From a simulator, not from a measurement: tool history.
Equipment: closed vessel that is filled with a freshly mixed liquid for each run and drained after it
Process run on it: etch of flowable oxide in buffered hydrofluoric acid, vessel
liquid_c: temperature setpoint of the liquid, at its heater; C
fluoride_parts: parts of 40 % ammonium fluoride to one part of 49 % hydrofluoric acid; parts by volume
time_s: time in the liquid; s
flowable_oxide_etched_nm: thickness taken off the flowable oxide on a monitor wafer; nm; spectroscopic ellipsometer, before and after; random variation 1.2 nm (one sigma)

run    day  liquid_c  fluoride_parts  time_s  flowable_oxide_etched_nm
  1  0.000      22.0            23.0     100                    157.02
  2  0.300      22.0            20.0     100                    173.98
  3  0.646      22.0            24.0     100                    153.51
  4  0.875      22.0            27.5     100                    138.67
  5  0.938      23.0            27.5     100                    144.83
  6  1.129      23.0            23.5     100                    164.06
  7  1.383      23.5            23.5     100                    166.41
  8  1.667      24.0            23.5     100                    173.44

For run 9, what comes out?
  9  1.875      24.5            23.5     100                         ?

flowable_oxide_etched_nm: 176.64 nm
